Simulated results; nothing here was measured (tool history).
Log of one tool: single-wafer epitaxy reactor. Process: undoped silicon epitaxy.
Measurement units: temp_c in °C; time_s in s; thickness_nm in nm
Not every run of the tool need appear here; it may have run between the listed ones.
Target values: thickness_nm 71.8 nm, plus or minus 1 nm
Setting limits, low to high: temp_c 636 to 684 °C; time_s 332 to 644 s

| run | hour | temp_c | time_s | thickness_nm |
|---|---|---|---|---|
| 1 | 0 | 660 | 488 | 111.04 |
| 2 | 3.8 | 653 | 488 | 94.009 |
| 3 | 9.6 | 661 | 488 | 114.76 |
| 4 | 17.4 | 659 | 488 | 109.25 |
| 5 | 19.1 | 655 | 488 | 99.38 |
| 6 | 21.1 | 660 | 488 | 111.2 |
| 7 | 25 | 648 | 486 | 82.618 |
| 8 | 29.3 | 647 | 486 | 80.81 |
| 9 | 34.3 | 646 | 486 | 78.901 |

Exactly one of the 5 candidate moves below puts every result within its allowed miss. Which one?
| A | 39.3 | 644 | 498 | ? |
| B | 39.3 | 643 | 503 | ? |
| C | 39.3 | 641 | 520 | ? |
| D | 39.3 | 645 | 468 | ? |
| E | 39.3 | 643 | 475 | ? |

| move | thickness_nm |
|---|---|
| A | 76.658 |
| B | 75.492 |
| C | 74.175 |
| D | 73.883 |
| E | 71.289 |
A: better than the last run, though not everything is in spec
B: better than the last run, though not everything is in spec
C: better than the last run, though not everything is in spec
D: better than the last run, though not everything is in spec
E: in spec on every target
The right move is E.

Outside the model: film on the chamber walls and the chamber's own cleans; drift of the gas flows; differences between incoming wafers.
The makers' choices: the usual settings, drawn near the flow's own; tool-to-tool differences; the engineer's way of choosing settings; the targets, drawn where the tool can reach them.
